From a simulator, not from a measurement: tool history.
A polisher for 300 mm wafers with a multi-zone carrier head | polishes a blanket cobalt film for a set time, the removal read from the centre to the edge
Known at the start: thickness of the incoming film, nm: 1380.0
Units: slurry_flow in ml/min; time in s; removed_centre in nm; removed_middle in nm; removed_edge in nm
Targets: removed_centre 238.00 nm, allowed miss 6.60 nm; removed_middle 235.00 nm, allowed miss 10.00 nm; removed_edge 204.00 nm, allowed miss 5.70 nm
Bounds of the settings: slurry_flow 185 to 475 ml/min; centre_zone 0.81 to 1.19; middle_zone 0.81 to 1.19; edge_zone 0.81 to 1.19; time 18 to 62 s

run,day,slurry_flow,centre_zone,middle_zone,edge_zone,time,removed_centre,removed_middle,removed_edge
1,0.000,305,1.00,1.00,1.00,40,175.48,176.54,169.04
2,0.179,310,1.02,1.02,1.01,40,179.21,178.35,171.62
3,0.408,315,1.03,1.04,1.01,41,186.10,182.28,176.29
4,0.558,315,1.03,1.05,1.00,42,190.91,192.05,177.78
5,0.642,320,1.04,1.06,1.00,42,191.12,190.56,178.02
6,0.942,320,1.04,1.06,0.96,42,189.52,191.88,177.20
7,1.175,320,1.05,1.07,0.96,43,200.86,198.04,180.73
8,1.433,320,1.05,1.08,0.96,43,196.49,196.68,180.35

Which of these 5 next moves meets every target?
A,1.692,350,1.12,1.14,0.98,48,?,?,?
B,1.692,245,0.81,1.19,0.86,50,?,?,?
C,1.692,345,1.19,1.17,0.85,47,?,?,?
D,1.692,375,1.12,1.11,1.01,45,?,?,?
E,1.692,340,1.06,1.01,1.00,48,?,?,?

move,removed_centre,removed_middle,removed_edge
A,236.24,242.24,203.21
B,172.17,254.49,199.46
C,245.64,241.89,190.81
D,222.59,223.35,193.04
E,222.80,219.68,204.46
A: meets every target
B: further off than the last run
C: takes the result that was furthest off past its target
D: nearer than the last run, and not there yet
E: nearer than the last run, and not there yet
The right move is A.
